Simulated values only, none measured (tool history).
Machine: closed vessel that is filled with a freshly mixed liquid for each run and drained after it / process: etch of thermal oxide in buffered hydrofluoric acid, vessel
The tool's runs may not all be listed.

run	hour	temperature setpoint of the liquid (C)	parts of 40 % ammonium fluoride to one part of 49 % hydrofluoric acid (parts by volume)	time in the liquid (s)	thickness taken off the thermal oxide on a monitor wafer (nm)
1	0	20	8.5	95	95.22
2	7.9	19	9	95	86.062
3	13	19	9	100	91.556
4	22.1	18.5	9.5	100	84.348
5	26.1	18	10	100	78.011
6	27.5	18	10.5	100	74.026

Run 7 is up next; what results do you expect?
# hour 29.3: hydrofluoric acid flow meter replaced
7	29.3	18	11	100	?

{"run 7": {"thickness taken off the thermal oxide on a monitor wafer (nm)": 76.918}}
